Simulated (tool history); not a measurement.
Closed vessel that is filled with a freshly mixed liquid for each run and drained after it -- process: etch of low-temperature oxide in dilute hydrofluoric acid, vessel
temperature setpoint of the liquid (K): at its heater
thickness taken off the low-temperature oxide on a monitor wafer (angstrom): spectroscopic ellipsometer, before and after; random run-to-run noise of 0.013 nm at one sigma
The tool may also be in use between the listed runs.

run  hour  temperature setpoint of the liquid (K)  parts of water to one part of 49 % hydrofluoric acid (parts by volume)  time in the liquid (s)  thickness taken off the low-temperature oxide on a monitor wafer (angstrom)
  1     0                                  296.15                                                                     220                      40                                                                       15.565
  2   3.4                                  297.65                                                                     215                      40                                                                       16.894
  3   6.2                                  298.65                                                                     210                      40                                                                       18.062
  4   8.6                                  299.65                                                                     205                      40                                                                       19.249
  5  16.8                                  299.65                                                                     205                      40                                                                       19.409
  6  19.7                                  300.15                                                                     200                      40                                                                       20.357
  7  25.2                                  300.65                                                                     195                      40                                                                        21.47
  8  31.1                                  301.15                                                                     195                      40                                                                        21.81
  9  32.6                                  304.15                                                                     175                      40                                                                       27.554
     33.6  -- hydrofluoric acid flow meter replaced
 10  33.6                                  303.65                                                                     175                      40                                                                       30.982
 11  41.2                                  303.15                                                                     175                      40                                                                       30.291
 12  49.8                                  303.15                                                                     175                      40                                                                       30.643

Expected results for the next run?
 13    55                                  302.65                                                                     175                      40                                                                            ?

{"run 13": {"thickness taken off the low-temperature oxide on a monitor wafer (angstrom)": 30.125}}

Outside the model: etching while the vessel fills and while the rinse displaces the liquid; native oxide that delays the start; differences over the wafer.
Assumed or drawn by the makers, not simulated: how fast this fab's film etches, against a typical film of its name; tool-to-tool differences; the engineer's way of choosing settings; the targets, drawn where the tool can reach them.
